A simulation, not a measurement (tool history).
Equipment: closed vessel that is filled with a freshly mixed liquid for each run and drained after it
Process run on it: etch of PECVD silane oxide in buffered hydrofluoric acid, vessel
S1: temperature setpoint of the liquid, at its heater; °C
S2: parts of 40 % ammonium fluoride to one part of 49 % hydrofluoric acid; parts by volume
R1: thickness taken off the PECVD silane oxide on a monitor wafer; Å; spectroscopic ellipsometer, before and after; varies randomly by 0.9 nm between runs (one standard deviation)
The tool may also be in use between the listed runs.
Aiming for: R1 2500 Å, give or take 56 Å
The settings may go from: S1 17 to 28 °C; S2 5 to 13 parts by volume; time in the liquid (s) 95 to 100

{"run": 1, "day": 0.0, "S1": 20, "S2": 8, "time in the liquid (s)": 95, "R1": 3940.8}
{"run": 2, "day": 0.138, "S1": 19.5, "S2": 8.5, "time in the liquid (s)": 95, "R1": 3603}
{"run": 3, "day": 0.479, "S1": 19, "S2": 9, "time in the liquid (s)": 95, "R1": 3258.5}
{"run": 4, "day": 0.588, "S1": 19, "S2": 9, "time in the liquid (s)": 95, "R1": 3286.2}
{"run": 5, "day": 0.958, "S1": 18.5, "S2": 9, "time in the liquid (s)": 95, "R1": 3189.7}
{"run": 6, "day": 1.033, "S1": 17, "S2": 9, "time in the liquid (s)": 95, "R1": 2920}
{"run": 7, "day": 1.275, "S1": 17, "S2": 9, "time in the liquid (s)": 95, "R1": 2932.6}
{"run": 8, "day": 1.333, "S1": 17, "S2": 9.5, "time in the liquid (s)": 95, "R1": 2827}
{"run": 9, "day": 1.512, "S1": 17, "S2": 10, "time in the liquid (s)": 95, "R1": 2740.5}
{"run": 10, "day": 1.571, "S1": 17, "S2": 10.5, "time in the liquid (s)": 95, "R1": 2625.4}

Pick the move, out of 4, that brings all results within their allowed miss; only one does.
{"run": "A", "day": 1.629, "S1": 17.5, "S2": 10.5, "time in the liquid (s)": 95, "R1": "?"}
{"run": "B", "day": 1.629, "S1": 17, "S2": 10, "time in the liquid (s)": 100, "R1": "?"}
{"run": "C", "day": 1.629, "S1": 17.5, "S2": 10, "time in the liquid (s)": 95, "R1": "?"}
{"run": "D", "day": 1.629, "S1": 17, "S2": 11, "time in the liquid (s)": 95, "R1": "?"}

move=A R1=2709.2
move=B R1=2906.5
move=C R1=2841.1
move=D R1=2516.2
A: further off than the last run
B: further off than the last run
C: further off than the last run
D: all results in spec
The move that meets every target is D.
